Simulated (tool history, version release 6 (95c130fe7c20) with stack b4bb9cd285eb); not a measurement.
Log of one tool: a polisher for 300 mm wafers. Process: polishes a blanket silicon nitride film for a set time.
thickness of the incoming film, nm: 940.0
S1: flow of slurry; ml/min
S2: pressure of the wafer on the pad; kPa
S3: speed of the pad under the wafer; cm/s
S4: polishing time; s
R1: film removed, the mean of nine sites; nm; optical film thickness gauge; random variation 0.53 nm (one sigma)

run	hour	S1	S2	S3	S4	R1
1	0	170	24.1	90	96	132.94
2	1.6	170	24.1	78	96	122.74
3	7.7	190	24.1	78	96	122.14
4	15.2	190	24.1	96	96	140.53
5	22.9	190	21.4	92	96	123.84
6	24.2	190	19.3	88	96	107.82
7	33	150	12.4	86	96	65.861

Run 8 comes next. What will it give?
8	41	185	12.4	86	96	?

{"run 8": {"R1": 68.801}}

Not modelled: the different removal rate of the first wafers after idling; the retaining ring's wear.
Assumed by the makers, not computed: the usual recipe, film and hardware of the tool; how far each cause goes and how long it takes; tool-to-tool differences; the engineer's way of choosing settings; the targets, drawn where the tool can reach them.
